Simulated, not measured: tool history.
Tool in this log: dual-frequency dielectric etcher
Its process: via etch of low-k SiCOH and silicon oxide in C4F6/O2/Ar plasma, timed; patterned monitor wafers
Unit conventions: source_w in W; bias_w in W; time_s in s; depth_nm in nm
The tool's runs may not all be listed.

Run 1, hour 0: source_w 380 W, bias_w 166 W, time_s 55 s. Result: depth_nm 123.01 nm.
Run 2, hour 1.8: source_w 380 W, bias_w 166 W, time_s 58 s. Result: depth_nm 129.3 nm.
Run 3, hour 10.3: source_w 360 W, bias_w 160 W, time_s 58 s. Result: depth_nm 123.92 nm.
Run 4, hour 18.3: source_w 360 W, bias_w 160 W, time_s 55 s. Result: depth_nm 118.16 nm.
Run 5, hour 25.1: source_w 360 W, bias_w 144 W, time_s 55 s. Result: depth_nm 115.6 nm.
Run 6, hour 25.9: source_w 350 W, bias_w 143 W, time_s 55 s. Result: depth_nm 112.78 nm.
Run 7, hour 31.6: source_w 340 W, bias_w 142 W, time_s 55 s. Result: depth_nm 110.69 nm.
Run 8, hour 40.3: source_w 330 W, bias_w 142 W, time_s 55 s. Result: depth_nm 108.45 nm.
Run 9, hour 48.4: source_w 260 W, bias_w 138 W, time_s 55 s. Result: depth_nm 89.916 nm.
Run 10, hour 54: source_w 270 W, bias_w 138 W, time_s 55 s. Result: depth_nm 94.078 nm.

Estimate the outcome of run 11 from the log above:
Run 11, hour 60.4: source_w 320 W, bias_w 140 W, time_s 55 s. Result: depth_nm ?.

{"run 11": {"depth_nm": 106.03}}
